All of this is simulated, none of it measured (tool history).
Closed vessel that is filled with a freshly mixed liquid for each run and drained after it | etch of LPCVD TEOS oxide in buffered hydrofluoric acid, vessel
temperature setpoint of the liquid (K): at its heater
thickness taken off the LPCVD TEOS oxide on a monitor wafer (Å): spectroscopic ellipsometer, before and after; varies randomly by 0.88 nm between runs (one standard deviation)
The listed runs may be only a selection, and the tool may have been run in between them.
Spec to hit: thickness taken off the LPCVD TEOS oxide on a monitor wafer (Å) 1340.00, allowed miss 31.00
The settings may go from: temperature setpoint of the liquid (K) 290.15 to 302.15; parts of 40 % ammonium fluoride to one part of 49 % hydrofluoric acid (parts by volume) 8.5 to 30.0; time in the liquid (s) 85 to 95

| run | hour | temperature setpoint of the liquid (K) | parts of 40 % ammonium fluoride to one part of 49 % hydrofluoric acid (parts by volume) | time in the liquid (s) | thickness taken off the LPCVD TEOS oxide on a monitor wafer (Å) |
|---|---|---|---|---|---|
| 1 | 0.0 | 294.15 | 23.5 | 85 | 913.14 |
| 2 | 8.0 | 294.15 | 23.5 | 95 | 1011.40 |
| 3 | 13.8 | 294.15 | 20.5 | 95 | 1113.40 |
| 4 | 21.7 | 294.65 | 20.5 | 95 | 1160.60 |
| 5 | 26.7 | 293.15 | 20.5 | 95 | 1045.10 |
| 6 | 32.9 | 293.65 | 20.5 | 95 | 1091.90 |
| 7 | 39.0 | 294.15 | 20.5 | 95 | 1102.10 |
| 8 | 41.0 | 294.65 | 20.5 | 95 | 1143.20 |

Which one of the following 4 next-run settings gets every result inside its allowed miss? There is exactly one.
| A | 43.0 | 295.15 | 24.0 | 95 | ? |
| B | 43.0 | 296.65 | 18.5 | 90 | ? |
| C | 43.0 | 294.65 | 23.5 | 85 | ? |
| D | 43.0 | 292.65 | 16.0 | 85 | ? |

| move | thickness taken off the LPCVD TEOS oxide on a monitor wafer (Å) |
|---|---|
| A | 1058.30 |
| B | 1333.70 |
| C | 934.44 |
| D | 1163.80 |
A: the biggest miss grows against the last run
B: every result within its allowed miss
C: the biggest miss grows against the last run
D: gains on the last run, yet a result remains outside its allowed miss
Correct choice: B, which meets every target
